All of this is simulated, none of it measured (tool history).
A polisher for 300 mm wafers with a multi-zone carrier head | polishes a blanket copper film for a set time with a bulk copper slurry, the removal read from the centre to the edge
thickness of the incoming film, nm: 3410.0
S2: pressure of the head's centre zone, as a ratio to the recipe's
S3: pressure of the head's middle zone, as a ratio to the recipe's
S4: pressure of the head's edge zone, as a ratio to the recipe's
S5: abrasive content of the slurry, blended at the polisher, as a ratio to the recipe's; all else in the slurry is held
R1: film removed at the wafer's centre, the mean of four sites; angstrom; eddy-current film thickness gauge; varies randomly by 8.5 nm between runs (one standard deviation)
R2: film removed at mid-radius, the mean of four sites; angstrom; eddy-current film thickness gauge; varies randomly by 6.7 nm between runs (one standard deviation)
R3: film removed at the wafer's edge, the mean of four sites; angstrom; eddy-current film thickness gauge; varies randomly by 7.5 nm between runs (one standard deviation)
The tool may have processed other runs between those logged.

run 1 day=0.000 | flow_of_slurry_(ml/min)=130 S2=1.00 S3=1.00 S4=1.00 S5=1.00 polishing_time_(s)=61 | R1=6718.2 R2=6389.2 R3=6549.8
run 2 day=0.242 | flow_of_slurry_(ml/min)=130 S2=1.08 S3=1.00 S4=1.00 S5=1.00 polishing_time_(s)=61 | R1=7045.1 R2=6301.3 R3=6492.1
run 3 day=0.588 | flow_of_slurry_(ml/min)=130 S2=1.08 S3=0.92 S4=1.00 S5=1.00 polishing_time_(s)=61 | R1=6887.8 R2=6026.7 R3=6510.4
run 4 day=0.650 | flow_of_slurry_(ml/min)=130 S2=1.08 S3=0.92 S4=0.94 S5=1.00 polishing_time_(s)=61 | R1=6892.5 R2=6058.7 R3=6263.5
run 5 day=0.925 | flow_of_slurry_(ml/min)=130 S2=1.17 S3=0.92 S4=0.94 S5=1.00 polishing_time_(s)=61 | R1=7415.1 R2=6118.2 R3=6389.2
run 6 day=1.050 | flow_of_slurry_(ml/min)=125 S2=1.13 S3=0.95 S4=0.97 S5=1.05 polishing_time_(s)=62 | R1=7522.4 R2=6236.9 R3=6571.0

Run 7 comes next. What will it give?
run 7 day=1.425 | flow_of_slurry_(ml/min)=135 S2=1.09 S3=0.95 S4=0.99 S5=1.00 polishing_time_(s)=63 | R1=? R2=? R3=?

R1: 7177.5 angstrom
R2: 6360.3 angstrom
R3: 6701.3 angstrom
